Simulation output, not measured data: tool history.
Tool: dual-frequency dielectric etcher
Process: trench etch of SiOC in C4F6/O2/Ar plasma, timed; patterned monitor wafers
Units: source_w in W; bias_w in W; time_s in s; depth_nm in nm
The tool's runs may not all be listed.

| run | hour | source_w | bias_w | time_s | depth_nm |
|---|---|---|---|---|---|
| 1 | 0 | 330 | 183 | 30 | 59.013 |
| 2 | 2.5 | 330 | 183 | 31 | 60.827 |
| 3 | 11 | 300 | 183 | 31 | 58.536 |
| 4 | 18.8 | 300 | 210 | 31 | 61.552 |
| 5 | 27 | 280 | 200 | 31 | 58.805 |
| 6 | 33.2 | 260 | 193 | 31 | 55.384 |
| 7 | 38.2 | 250 | 192 | 31 | 54.375 |
| 8 | 45.5 | 240 | 192 | 31 | 53.705 |

Run 9 comes next. What will it give?
| 9 | 51.7 | 200 | 173 | 31 | ? |

depth_nm: 46.7 nm

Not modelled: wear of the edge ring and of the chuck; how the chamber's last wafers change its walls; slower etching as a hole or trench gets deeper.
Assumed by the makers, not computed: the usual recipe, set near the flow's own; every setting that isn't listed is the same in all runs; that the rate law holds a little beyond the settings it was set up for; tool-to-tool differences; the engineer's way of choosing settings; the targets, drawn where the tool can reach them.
